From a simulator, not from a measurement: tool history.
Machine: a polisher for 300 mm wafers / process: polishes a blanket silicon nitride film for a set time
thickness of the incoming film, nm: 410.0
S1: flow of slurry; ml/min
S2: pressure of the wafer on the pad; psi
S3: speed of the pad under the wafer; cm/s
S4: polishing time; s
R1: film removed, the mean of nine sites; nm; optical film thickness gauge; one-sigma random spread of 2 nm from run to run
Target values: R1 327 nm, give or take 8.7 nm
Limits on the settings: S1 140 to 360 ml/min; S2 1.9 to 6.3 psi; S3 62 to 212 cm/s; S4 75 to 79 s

run 1 hour=0 | S1=230 S2=4.1 S3=136 S4=75 | R1=232.91
run 2 hour=3.7 | S1=235 S2=4.5 S3=136 S4=75 | R1=248.08
run 3 hour=5 | S1=235 S2=4.5 S3=108 S4=75 | R1=211.11
run 4 hour=14 | S1=235 S2=4 S3=108 S4=75 | R1=196.17
-- hour=14.8 head pressure recalibrated
run 5 hour=14.8 | S1=240 S2=4.6 S3=114 S4=75 | R1=211.41
run 6 hour=21 | S1=230 S2=5.1 S3=124 S4=75 | R1=236.99
run 7 hour=30.1 | S1=295 S2=6.2 S3=134 S4=75 | R1=295.51
run 8 hour=31.7 | S1=295 S2=6.2 S3=138 S4=75 | R1=302.16
run 9 hour=32.3 | S1=295 S2=6.2 S3=142 S4=75 | R1=304.41
run 10 hour=37.4 | S1=295 S2=6.2 S3=146 S4=75 | R1=313.03
run 11 hour=41.4 | S1=295 S2=6.2 S3=148 S4=75 | R1=314.54

Which single option among these 4 for the next run brings every result within its allowed miss of target? Just one does.
run A hour=45.4 | S1=305 S2=6.2 S3=134 S4=77 | R1=?
run B hour=45.4 | S1=300 S2=6 S3=132 S4=79 | R1=?
run C hour=45.4 | S1=315 S2=6.3 S3=142 S4=79 | R1=?
run D hour=45.4 | S1=295 S2=6 S3=166 S4=78 | R1=?

move=A R1=302.48
move=B R1=299.76
move=C R1=327.98
move=D R1=349.09
A: lands further from the targets than the last run did
B: lands further from the targets than the last run did
C: meets every target
D: the result that was furthest off in the last run now lies on the other side of its target
Answer: C
